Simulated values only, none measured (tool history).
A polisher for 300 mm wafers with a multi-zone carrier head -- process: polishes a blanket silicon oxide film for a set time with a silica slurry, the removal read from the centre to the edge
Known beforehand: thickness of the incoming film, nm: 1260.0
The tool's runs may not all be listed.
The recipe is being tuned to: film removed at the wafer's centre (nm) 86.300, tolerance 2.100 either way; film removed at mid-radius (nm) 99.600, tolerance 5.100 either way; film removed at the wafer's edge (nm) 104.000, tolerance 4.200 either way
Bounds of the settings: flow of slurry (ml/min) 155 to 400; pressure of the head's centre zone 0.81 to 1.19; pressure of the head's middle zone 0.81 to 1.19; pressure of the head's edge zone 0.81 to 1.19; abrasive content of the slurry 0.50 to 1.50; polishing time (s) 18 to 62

run,hour,flow of slurry (ml/min),pressure of the head's centre zone,pressure of the head's middle zone,pressure of the head's edge zone,abrasive content of the slurry,polishing time (s),film removed at the wafer's centre (nm),film removed at mid-radius (nm),film removed at the wafer's edge (nm)
1,0.0,255,1.00,1.00,1.00,1.00,40,84.852,83.014,84.692
2,4.3,255,1.00,1.00,1.00,1.00,44,93.411,90.493,95.956
3,7.5,250,0.99,1.01,1.01,1.00,44,92.172,91.538,92.899
4,11.7,250,0.99,1.01,1.08,1.00,44,91.572,92.896,96.697
5,19.6,245,0.98,1.01,1.09,1.00,44,91.828,90.411,100.240
6,24.4,245,0.98,1.05,1.09,1.00,44,90.800,95.108,97.188
7,26.2,245,0.97,1.05,1.10,1.00,44,88.331,96.413,97.882
8,34.7,245,0.96,1.05,1.11,1.00,44,88.390,96.346,99.793
9,41.1,245,0.94,1.06,1.13,1.00,44,86.703,94.759,98.256
10,43.3,240,0.93,1.06,1.14,1.00,44,86.687,98.781,102.610
11,48.8,240,0.92,1.06,1.14,1.00,44,85.294,95.272,100.260

Exactly one of the 4 candidate moves below puts every result within its allowed miss. Which one?
A,54.3,235,0.92,1.08,1.19,1.15,42,?,?,?
B,54.3,240,0.92,0.99,1.19,0.90,47,?,?,?
C,54.3,285,0.91,1.02,1.07,0.80,49,?,?,?
D,54.3,265,1.01,1.14,1.10,1.15,38,?,?,?

move,film removed at the wafer's centre (nm),film removed at mid-radius (nm),film removed at the wafer's edge (nm)
A,85.219,101.120,106.320
B,84.311,92.965,105.300
C,82.642,94.330,98.218
D,85.838,96.921,93.109
A: every result lands within tolerance
B: gets the furthest-off result to its target, but another result is out of tolerance
C: misses by more than the last run did
D: misses by more than the last run did
Correct choice: A, which meets every target
